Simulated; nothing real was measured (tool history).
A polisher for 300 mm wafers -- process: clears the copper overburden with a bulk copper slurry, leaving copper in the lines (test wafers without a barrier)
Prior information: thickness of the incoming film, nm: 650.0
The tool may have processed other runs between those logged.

run	hour	flow of slurry (ml/min)	pressure of the wafer on the pad (psi)	speed of the pad under the wafer (cm/s)	abrasive content of the slurry	overpolish time after the end point (s)	time until the end point was called (s)	dishing of a wide line in a test structure (nm)
1	0	240	1.8	116	1	20	127.21	46.171
2	7.7	240	1.8	88	1	20	170.04	40.113
3	8.5	240	1.8	88	1.15	20	165.87	40.191
4	11	240	1.6	86	1.15	23	183.72	40.427
5	12.5	240	1.4	84	1.15	25	218.9	39.798
# hour 13.7: worn pad replaced by a new one
6	13.7	190	1.4	84	1.15	25	205.25	39.648

Expected results for the next run?
7	21.6	195	1.3	82	1.15	26	?	?

{"run 7": {"time until the end point was called (s)": 216.84, "dishing of a wide line in a test structure (nm)": 38.82}}

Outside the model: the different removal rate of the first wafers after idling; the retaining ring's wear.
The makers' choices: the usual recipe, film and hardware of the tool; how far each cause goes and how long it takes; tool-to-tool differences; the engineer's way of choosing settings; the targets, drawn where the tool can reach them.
